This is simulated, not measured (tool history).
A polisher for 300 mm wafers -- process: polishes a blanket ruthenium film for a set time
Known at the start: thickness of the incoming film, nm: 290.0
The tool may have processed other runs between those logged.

| run | hour | flow of slurry (ml/min) | pressure of the wafer on the pad (kPa) | speed of the pad under the wafer (cm/s) | polishing time (s) | film removed (Å) |
|---|---|---|---|---|---|---|
| 1 | 0.0 | 310 | 13.8 | 122 | 54 | 671.60 |
| 2 | 1.2 | 310 | 13.8 | 122 | 57 | 709.48 |
| 3 | 9.3 | 315 | 15.2 | 122 | 57 | 774.03 |
| 4 | 17.4 | 315 | 16.5 | 122 | 57 | 841.01 |
| 5 | 25.0 | 350 | 16.5 | 122 | 57 | 853.59 |
| 6 | 32.8 | 350 | 17.2 | 122 | 57 | 887.07 |
| 7 | 37.8 | 350 | 17.9 | 122 | 57 | 907.31 |
| 8 | 38.9 | 350 | 17.9 | 122 | 57 | 916.82 |
| 9 | 45.5 | 350 | 18.6 | 122 | 57 | 947.65 |
| 10 | 50.9 | 355 | 18.6 | 122 | 57 | 935.67 |
| 11 | 51.8 | 355 | 19.3 | 122 | 57 | 978.60 |

What does the tool deliver on the next run?
| 12 | 53.4 | 360 | 19.3 | 122 | 57 | ? |

Run 12 came out at film removed (Å) 982.98.
